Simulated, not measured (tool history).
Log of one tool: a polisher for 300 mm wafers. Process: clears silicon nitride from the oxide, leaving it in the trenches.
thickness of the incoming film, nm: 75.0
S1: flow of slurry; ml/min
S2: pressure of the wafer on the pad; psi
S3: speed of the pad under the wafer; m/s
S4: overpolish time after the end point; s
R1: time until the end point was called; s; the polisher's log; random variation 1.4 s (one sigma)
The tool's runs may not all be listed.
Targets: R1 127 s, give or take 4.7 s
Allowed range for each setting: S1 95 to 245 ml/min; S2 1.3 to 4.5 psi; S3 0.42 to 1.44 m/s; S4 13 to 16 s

{"run": 1, "hour": 0.0, "S1": 155, "S2": 2.9, "S3": 0.92, "S4": 16, "R1": 88.689}
{"run": 2, "hour": 2.5, "S1": 150, "S2": 2.6, "S3": 0.92, "S4": 16, "R1": 99.048}
{"run": 3, "hour": 11.4, "S1": 145, "S2": 2.4, "S3": 0.92, "S4": 16, "R1": 109.33}
{"run": 4, "hour": 12.4, "S1": 145, "S2": 2.4, "S3": 0.92, "S4": 16, "R1": 109.43}
{"run": 5, "hour": 18.3, "S1": 145, "S2": 1.8, "S3": 0.92, "S4": 16, "R1": 143.32}
{"run": 6, "hour": 24.4, "S1": 150, "S2": 1.9, "S3": 0.92, "S4": 16, "R1": 135.8}
{"run": 7, "hour": 28.1, "S1": 150, "S2": 1.9, "S3": 0.92, "S4": 16, "R1": 134.53}
{"run": 8, "hour": 29.0, "S1": 155, "S2": 1.9, "S3": 0.92, "S4": 16, "R1": 133.85}

Of the 4 settings listed for the next run, only one would bring every result within its allowed miss of target. Which one?
{"run": "A", "hour": 29.9, "S1": 135, "S2": 1.8, "S3": 0.96, "S4": 15, "R1": "?"}
{"run": "B", "hour": 29.9, "S1": 145, "S2": 1.9, "S3": 1.02, "S4": 16, "R1": "?"}
{"run": "C", "hour": 29.9, "S1": 165, "S2": 1.8, "S3": 0.96, "S4": 13, "R1": "?"}
{"run": "D", "hour": 29.9, "S1": 175, "S2": 1.7, "S3": 0.98, "S4": 16, "R1": "?"}

move=A R1=138.6
move=B R1=124.18
move=C R1=133.39
move=D R1=137.44
A: moves away from the targets compared with the last run
B: each result inside its tolerance
C: moves toward the targets from the last run without getting all of them in spec
D: moves away from the targets compared with the last run
B meets every target.

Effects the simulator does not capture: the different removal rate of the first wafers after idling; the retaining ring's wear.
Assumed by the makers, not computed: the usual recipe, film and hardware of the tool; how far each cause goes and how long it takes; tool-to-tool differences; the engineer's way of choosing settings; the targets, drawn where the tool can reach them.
